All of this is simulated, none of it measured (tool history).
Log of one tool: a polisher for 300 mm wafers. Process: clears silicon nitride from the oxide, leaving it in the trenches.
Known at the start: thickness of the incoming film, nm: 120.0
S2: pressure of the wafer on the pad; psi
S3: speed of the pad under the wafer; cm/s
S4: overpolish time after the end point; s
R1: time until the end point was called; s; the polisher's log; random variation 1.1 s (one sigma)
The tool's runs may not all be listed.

run 1 hour=0.0 | flow_of_slurry_(ml/min)=230 S2=2.4 S3=126 S4=41 | R1=124.800
run 2 hour=5.7 | flow_of_slurry_(ml/min)=230 S2=2.4 S3=96 S4=41 | R1=159.220
run 3 hour=12.6 | flow_of_slurry_(ml/min)=230 S2=2.6 S3=98 S4=41 | R1=141.910
run 4 hour=21.1 | flow_of_slurry_(ml/min)=230 S2=2.8 S3=100 S4=41 | R1=133.140
run 5 hour=27.4 | flow_of_slurry_(ml/min)=230 S2=2.8 S3=126 S4=41 | R1=112.050
run 6 hour=32.8 | flow_of_slurry_(ml/min)=230 S2=2.9 S3=128 S4=41 | R1=103.780
run 7 hour=41.2 | flow_of_slurry_(ml/min)=230 S2=3.0 S3=128 S4=41 | R1=100.990
run 8 hour=47.6 | flow_of_slurry_(ml/min)=230 S2=3.1 S3=128 S4=41 | R1=98.039
run 9 hour=55.8 | flow_of_slurry_(ml/min)=230 S2=3.2 S3=128 S4=41 | R1=96.240
run 10 hour=63.8 | flow_of_slurry_(ml/min)=230 S2=3.3 S3=128 S4=41 | R1=95.397
run 11 hour=66.1 | flow_of_slurry_(ml/min)=230 S2=3.4 S3=130 S4=41 | R1=93.465

The next listed run, before its measurement:
run 12 hour=69.6 | flow_of_slurry_(ml/min)=230 S2=3.4 S3=132 S4=41 | R1=?

R1: 92.382 s
